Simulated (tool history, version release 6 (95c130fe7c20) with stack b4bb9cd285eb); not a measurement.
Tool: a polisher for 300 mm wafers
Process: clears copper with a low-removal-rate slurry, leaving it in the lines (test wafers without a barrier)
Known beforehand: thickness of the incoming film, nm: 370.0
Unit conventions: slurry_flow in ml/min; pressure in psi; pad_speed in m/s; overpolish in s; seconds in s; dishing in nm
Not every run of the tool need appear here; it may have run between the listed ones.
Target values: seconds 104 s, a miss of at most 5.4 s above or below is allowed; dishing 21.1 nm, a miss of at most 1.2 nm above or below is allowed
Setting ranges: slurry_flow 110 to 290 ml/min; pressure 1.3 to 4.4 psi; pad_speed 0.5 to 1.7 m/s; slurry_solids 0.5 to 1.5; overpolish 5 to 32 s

run 1 hour=0 | slurry_flow=185 pressure=2.8 pad_speed=1.1 slurry_solids=1 overpolish=16 | seconds=109.17 dishing=31.432
run 2 hour=7.9 | slurry_flow=185 pressure=2.8 pad_speed=1.1 slurry_solids=1 overpolish=15 | seconds=111.94 dishing=30.596
run 3 hour=10.6 | slurry_flow=185 pressure=3.4 pad_speed=1.1 slurry_solids=1 overpolish=15 | seconds=93.97 dishing=33.986
run 4 hour=14 | slurry_flow=185 pressure=3.4 pad_speed=1.34 slurry_solids=1 overpolish=15 | seconds=76.599 dishing=40.619
run 5 hour=17.6 | slurry_flow=185 pressure=3.4 pad_speed=1.34 slurry_solids=0.85 overpolish=15 | seconds=80.572 dishing=39.567
run 6 hour=24.7 | slurry_flow=185 pressure=3.4 pad_speed=1.34 slurry_solids=0.85 overpolish=9 | seconds=81.203 dishing=26.389
run 7 hour=25.9 | slurry_flow=185 pressure=3.3 pad_speed=1.34 slurry_solids=0.85 overpolish=9 | seconds=81.621 dishing=24.741
run 8 hour=33.4 | slurry_flow=185 pressure=3.2 pad_speed=1.34 slurry_solids=0.85 overpolish=9 | seconds=85.556 dishing=24.99
run 9 hour=38.1 | slurry_flow=185 pressure=3.1 pad_speed=1.34 slurry_solids=0.85 overpolish=9 | seconds=85.997 dishing=24.633
run 10 hour=39.2 | slurry_flow=185 pressure=3 pad_speed=1.34 slurry_solids=0.85 overpolish=9 | seconds=87.971 dishing=23.936

Which single option among these 4 for the next run brings every result within its allowed miss of target? Just one does.
run A hour=40.3 | slurry_flow=145 pressure=2.4 pad_speed=1.48 slurry_solids=0.75 overpolish=9 | seconds=? dishing=?
run B hour=40.3 | slurry_flow=205 pressure=2.8 pad_speed=1.44 slurry_solids=0.8 overpolish=9 | seconds=? dishing=?
run C hour=40.3 | slurry_flow=175 pressure=2.9 pad_speed=1.22 slurry_solids=0.8 overpolish=11 | seconds=? dishing=?
run D hour=40.3 | slurry_flow=200 pressure=2.6 pad_speed=1.3 slurry_solids=0.85 overpolish=10 | seconds=? dishing=?

move=A seconds=104.12 dishing=20.53
move=B seconds=88.525 dishing=23.585
move=C seconds=102.88 dishing=24.595
move=D seconds=102.94 dishing=22.668
A: each result inside its tolerance
B: about the same distance from the targets as the last run
C: meets the target for the result that was furthest off, but another lies outside its allowed miss
D: meets the target for the result that was furthest off, but another lies outside its allowed miss
A meets every target.
